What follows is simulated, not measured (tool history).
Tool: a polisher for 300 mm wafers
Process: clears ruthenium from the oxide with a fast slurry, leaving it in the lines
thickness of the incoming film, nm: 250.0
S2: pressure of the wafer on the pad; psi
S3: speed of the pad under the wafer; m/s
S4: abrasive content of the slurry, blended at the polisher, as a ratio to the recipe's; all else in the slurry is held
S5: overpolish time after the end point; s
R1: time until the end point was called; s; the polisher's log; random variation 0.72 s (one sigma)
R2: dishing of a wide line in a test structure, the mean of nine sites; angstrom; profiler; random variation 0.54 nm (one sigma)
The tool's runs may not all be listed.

Run 1, hour 0.0: flow of slurry (ml/min) 250, S2 2.0 psi, S3 0.92 m/s, S4 1.0, S5 21 s. Result: R1 101.980 s, R2 365.38 angstrom.
Run 2, hour 3.1: flow of slurry (ml/min) 250, S2 2.0 psi, S3 0.92 m/s, S4 0.9, S5 21 s. Result: R1 105.400 s, R2 345.78 angstrom.
Run 3, hour 9.9: flow of slurry (ml/min) 255, S2 2.2 psi, S3 0.92 m/s, S4 0.9, S5 21 s. Result: R1 96.195 s, R2 380.24 angstrom.
Run 4, hour 12.3: flow of slurry (ml/min) 260, S2 2.4 psi, S3 0.92 m/s, S4 0.9, S5 21 s. Result: R1 87.626 s, R2 398.34 angstrom.
Run 5, hour 19.9: flow of slurry (ml/min) 260, S2 2.5 psi, S3 0.92 m/s, S4 0.9, S5 21 s. Result: R1 84.920 s, R2 419.07 angstrom.
Run 6, hour 20.5: flow of slurry (ml/min) 265, S2 2.6 psi, S3 0.92 m/s, S4 0.9, S5 21 s. Result: R1 82.741 s, R2 429.17 angstrom.

Run 7 comes next. What will it give?
Run 7, hour 29.0: flow of slurry (ml/min) 265, S2 2.7 psi, S3 0.92 m/s, S4 0.9, S5 21 s. Result: R1 ?, R2 ?.

R1: 78.969 s
R2: 442.51 angstrom
